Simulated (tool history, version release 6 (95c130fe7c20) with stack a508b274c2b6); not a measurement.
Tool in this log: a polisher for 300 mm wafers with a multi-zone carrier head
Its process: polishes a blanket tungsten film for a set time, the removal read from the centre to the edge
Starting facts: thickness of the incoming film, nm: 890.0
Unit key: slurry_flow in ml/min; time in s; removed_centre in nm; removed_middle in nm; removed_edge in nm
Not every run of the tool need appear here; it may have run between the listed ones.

{"run": 1, "day": 0.0, "slurry_flow": 280, "centre_zone": 1, "middle_zone": 1, "edge_zone": 1, "slurry_solids": 1, "time": 47, "removed_centre": 267.5, "removed_middle": 258.8, "removed_edge": 265.49}
{"run": 2, "day": 0.096, "slurry_flow": 285, "centre_zone": 1.03, "middle_zone": 1.02, "edge_zone": 1.02, "slurry_solids": 1.1, "time": 48, "removed_centre": 284.62, "removed_middle": 274.29, "removed_edge": 275.31}
{"run": 3, "day": 0.317, "slurry_flow": 285, "centre_zone": 1.03, "middle_zone": 1.1, "edge_zone": 1.02, "slurry_solids": 1.1, "time": 48, "removed_centre": 284.2, "removed_middle": 286.91, "removed_edge": 279.63}
{"run": 4, "day": 0.6, "slurry_flow": 290, "centre_zone": 1.06, "middle_zone": 1.1, "edge_zone": 1.04, "slurry_solids": 1.2, "time": 50, "removed_centre": 318.1, "removed_middle": 309.82, "removed_edge": 294.46}
{"run": 5, "day": 0.683, "slurry_flow": 290, "centre_zone": 1.07, "middle_zone": 1.08, "edge_zone": 1.06, "slurry_solids": 1.25, "time": 51, "removed_centre": 327.45, "removed_middle": 315.35, "removed_edge": 309.03}
{"run": 6, "day": 0.883, "slurry_flow": 295, "centre_zone": 1.09, "middle_zone": 1.08, "edge_zone": 1.08, "slurry_solids": 1.3, "time": 52, "removed_centre": 344.94, "removed_middle": 314.66, "removed_edge": 319.05}
{"run": 7, "day": 1.158, "slurry_flow": 295, "centre_zone": 1.09, "middle_zone": 1.08, "edge_zone": 1.08, "slurry_solids": 1.3, "time": 52, "removed_centre": 343.22, "removed_middle": 315.59, "removed_edge": 316.44}

What will run 8 give?
{"run": 8, "day": 1.275, "slurry_flow": 295, "centre_zone": 1.1, "middle_zone": 1.09, "edge_zone": 1.09, "slurry_solids": 1.35, "time": 53, "removed_centre": "?", "removed_middle": "?", "removed_edge": "?"}

removed_centre: 350.85 nm
removed_middle: 331.13 nm
removed_edge: 328.94 nm
